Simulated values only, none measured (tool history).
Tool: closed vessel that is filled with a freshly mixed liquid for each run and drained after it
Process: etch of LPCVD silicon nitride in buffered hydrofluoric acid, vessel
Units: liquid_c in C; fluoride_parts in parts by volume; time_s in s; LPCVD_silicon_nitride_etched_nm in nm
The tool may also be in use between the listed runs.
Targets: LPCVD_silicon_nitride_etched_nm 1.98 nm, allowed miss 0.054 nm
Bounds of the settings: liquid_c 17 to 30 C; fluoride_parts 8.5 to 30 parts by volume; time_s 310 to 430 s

run  hour  liquid_c  fluoride_parts  time_s  LPCVD_silicon_nitride_etched_nm
  1     0        22            23.5     430                           2.6283
  2   1.9        22            23.5     430                           2.6751
  3  11.1      24.5            23.5     430                           3.0326
  4  18.1      21.5            23.5     430                           2.6056
  5  25.4      21.5              19     430                           3.0451
  6  34.9      21.5              24     430                            2.559
  7  44.2      21.5              24     430                            2.572
  8  53.5        20            24.5     430                            2.284
  9  55.9      19.5            24.5     430                            2.245
 10  57.5        19            24.5     430                           2.1933
 11  59.1      18.5            24.5     430                            2.138
 12    67        18            24.5     430                           2.0625

Which of these 5 next moves meets every target?
  A  74.9        19              25     420                                ?
  B  74.9      18.5            22.5     410                                ?
  C  74.9      21.5              30     385                                ?
  D  74.9      17.5              22     420                                ?
  E  74.9      18.5              30     430                                ?

move  LPCVD_silicon_nitride_etched_nm
   A                            2.095
   B                           2.1382
   C                           1.9486
   D                           2.1015
   E                           1.8376
A: further off than the last run
B: further off than the last run
C: meets every target
D: further off than the last run
E: takes the result that was furthest off past its target
Move C is the one to make.
